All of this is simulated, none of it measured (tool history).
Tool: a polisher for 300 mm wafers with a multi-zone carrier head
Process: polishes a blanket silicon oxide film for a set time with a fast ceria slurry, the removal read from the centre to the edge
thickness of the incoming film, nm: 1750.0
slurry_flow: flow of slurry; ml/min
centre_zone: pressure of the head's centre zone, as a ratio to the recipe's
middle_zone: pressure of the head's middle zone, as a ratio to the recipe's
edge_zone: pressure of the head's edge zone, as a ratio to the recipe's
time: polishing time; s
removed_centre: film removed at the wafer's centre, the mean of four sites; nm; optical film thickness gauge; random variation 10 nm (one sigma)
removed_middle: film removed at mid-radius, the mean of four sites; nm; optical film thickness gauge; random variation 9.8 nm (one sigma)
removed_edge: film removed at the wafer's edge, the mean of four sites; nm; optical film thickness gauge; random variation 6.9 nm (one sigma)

| run | hour | slurry_flow | centre_zone | middle_zone | edge_zone | time | removed_centre | removed_middle | removed_edge |
|---|---|---|---|---|---|---|---|---|---|
| 1 | 0.0 | 205 | 1.00 | 1.00 | 1.00 | 37 | 663.88 | 667.58 | 660.33 |
| 2 | 6.9 | 205 | 1.00 | 0.96 | 1.00 | 37 | 659.14 | 640.69 | 671.13 |
| 3 | 15.2 | 205 | 0.91 | 0.96 | 1.00 | 37 | 616.40 | 653.72 | 664.03 |
| 4 | 21.1 | 215 | 0.93 | 0.99 | 1.02 | 38 | 652.54 | 683.50 | 690.66 |
| 5 | 21.7 | 220 | 0.94 | 1.02 | 1.02 | 39 | 665.72 | 712.40 | 709.39 |
| 6 | 29.9 | 220 | 0.94 | 0.94 | 1.02 | 39 | 669.01 | 677.57 | 721.03 |
| 7 | 38.2 | 225 | 0.95 | 0.98 | 1.02 | 40 | 694.26 | 714.09 | 735.96 |

Forecast run 8:
| 8 | 42.2 | 270 | 1.03 | 1.08 | 1.04 | 45 | ? | ? | ? |

{"run 8": {"removed_centre": 879.9, "removed_middle": 897.89, "removed_edge": 863.9}}
